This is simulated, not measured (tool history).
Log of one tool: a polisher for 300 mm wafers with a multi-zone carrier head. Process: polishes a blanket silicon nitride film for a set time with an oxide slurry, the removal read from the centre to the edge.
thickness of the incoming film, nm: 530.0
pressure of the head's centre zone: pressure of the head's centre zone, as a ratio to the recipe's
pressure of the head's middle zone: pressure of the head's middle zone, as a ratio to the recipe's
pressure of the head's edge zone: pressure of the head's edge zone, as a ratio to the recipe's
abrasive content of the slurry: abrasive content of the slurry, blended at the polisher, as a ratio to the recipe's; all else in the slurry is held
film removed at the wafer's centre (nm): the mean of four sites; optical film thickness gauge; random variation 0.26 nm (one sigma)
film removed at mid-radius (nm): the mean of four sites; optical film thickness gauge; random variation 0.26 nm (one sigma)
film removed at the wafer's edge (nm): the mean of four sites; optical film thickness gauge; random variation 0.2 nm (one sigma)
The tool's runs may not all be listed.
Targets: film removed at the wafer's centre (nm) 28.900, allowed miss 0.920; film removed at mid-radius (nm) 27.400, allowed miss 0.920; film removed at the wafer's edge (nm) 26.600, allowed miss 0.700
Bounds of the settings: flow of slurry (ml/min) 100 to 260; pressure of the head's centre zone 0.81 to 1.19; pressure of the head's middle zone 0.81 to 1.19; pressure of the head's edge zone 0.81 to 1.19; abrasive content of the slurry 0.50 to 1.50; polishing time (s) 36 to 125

run  hour  flow of slurry (ml/min)  pressure of the head's centre zone  pressure of the head's middle zone  pressure of the head's edge zone  abrasive content of the slurry  polishing time (s)  film removed at the wafer's centre (nm)  film removed at mid-radius (nm)  film removed at the wafer's edge (nm)
  1   0.0                      165                                1.00                                1.00                              1.00                            1.00                  80                                   32.514                           32.505                                 32.083
  2   4.5                      165                                1.00                                1.00                              1.04                            1.00                  80                                   32.257                           32.586                                 33.090
  3  10.0                      165                                1.00                                1.04                              1.04                            1.00                  80                                   32.123                           33.133                                 33.082
  4  11.5                      165                                1.00                                0.97                              1.04                            1.00                  80                                   32.082                           31.150                                 33.222
  5  12.1                      160                                1.00                                0.96                              1.02                            1.00                  80                                   31.654                           31.241                                 32.669
  6  12.6                      160                                1.00                                0.93                              1.02                            1.00                  80                                   32.137                           30.173                                 32.209
  7  18.6                      155                                0.99                                0.92                              1.00                            1.00                  80                                   31.728                           29.553                                 31.813
  8  21.0                      150                                0.98                                0.92                              0.98                            1.00                  80                                   31.174                           28.868                                 31.524
  9  21.8                      150                                0.98                                0.93                              0.96                            1.00                  80                                   30.590                           29.576                                 31.565
 10  29.8                      150                                0.99                                0.93                              0.94                            0.95                  80                                   30.265                           29.068                                 30.213
 11  33.3                      145                                1.00                                0.93                              0.92                            0.95                  80                                   30.386                           28.381                                 29.505
 12  39.1                      140                                1.00                                0.94                              0.91                            0.95                  80                                   29.774                           28.442                                 29.387
 13  41.5                      140                                1.01                                0.94                              0.90                            0.95                  80                                   30.390                           28.694                                 29.388
 14  48.4                      140                                1.01                                0.94                              0.89                            0.95                  80                                   30.618                           28.658                                 29.076
 15  50.3                      135                                1.01                                0.94                              0.88                            0.95                  80                                   29.875                           28.322                                 28.442
 16  57.8                      105                                1.03                                0.95                              0.81                            0.95                  80                                   27.570                           26.653                                 26.371

5 next moves are on the table. One of them brings every result within its allowed miss. Which?
  A  65.3                      105                                0.96                                0.86                              0.84                            0.90                  84                                        ?                                ?                                      ?
  B  65.3                      100                                0.95                                0.94                              0.87                            1.00                  79                                        ?                                ?                                      ?
  C  65.3                      125                                0.96                                0.93                              0.86                            1.05                  73                                        ?                                ?                                      ?
  D  65.3                      100                                0.96                                1.05                              0.81                            0.95                  80                                        ?                                ?                                      ?
  E  65.3                      120                                1.02                                0.96                              0.81                            1.05                  76                                        ?                                ?                                      ?

move  film removed at the wafer's centre (nm)  film removed at mid-radius (nm)  film removed at the wafer's edge (nm)
   A                                   26.386                           25.117                                 27.549
   B                                   25.170                           26.134                                 27.191
   C                                   26.157                           26.307                                 26.770
   D                                   25.228                           28.434                                 26.068
   E                                   28.537                           27.769                                 26.907
A: further off than the last run
B: further off than the last run
C: further off than the last run
D: further off than the last run
E: meets every target
Move E is the one to make.
